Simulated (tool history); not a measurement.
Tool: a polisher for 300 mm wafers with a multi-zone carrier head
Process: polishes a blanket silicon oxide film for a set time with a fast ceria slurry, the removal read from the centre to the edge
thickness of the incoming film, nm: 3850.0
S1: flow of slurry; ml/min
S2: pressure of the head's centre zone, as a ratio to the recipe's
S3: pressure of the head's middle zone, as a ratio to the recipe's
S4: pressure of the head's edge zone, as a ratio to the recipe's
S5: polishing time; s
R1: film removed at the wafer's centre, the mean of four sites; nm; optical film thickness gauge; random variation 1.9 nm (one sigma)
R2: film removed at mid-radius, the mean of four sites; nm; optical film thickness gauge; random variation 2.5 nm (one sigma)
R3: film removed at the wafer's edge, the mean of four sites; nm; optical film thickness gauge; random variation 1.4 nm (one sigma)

run,day,S1,S2,S3,S4,S5,R1,R2,R3
1,0.000,255,1.00,1.00,1.00,30,255.41,263.79,245.63
2,0.071,255,1.00,1.07,1.00,30,250.73,282.74,247.80
3,0.196,255,1.00,1.07,1.00,36,306.19,335.88,290.90
4,0.438,255,1.00,1.07,1.03,36,307.13,329.09,304.79
5,0.679,255,1.00,1.00,1.03,36,304.59,315.15,305.83
6,1.033,255,1.00,1.00,0.95,36,306.37,319.36,290.47
7,1.192,255,1.04,0.96,0.92,31,272.63,259.10,246.61
8,1.371,260,1.07,0.96,0.89,28,253.48,236.08,221.16

The next listed run, before its measurement:
9,1.608,255,1.09,0.96,0.86,26,?,?,?

Run 9 gave R1 240.34 nm, R2 217.36 nm, R3 200.10 nm.

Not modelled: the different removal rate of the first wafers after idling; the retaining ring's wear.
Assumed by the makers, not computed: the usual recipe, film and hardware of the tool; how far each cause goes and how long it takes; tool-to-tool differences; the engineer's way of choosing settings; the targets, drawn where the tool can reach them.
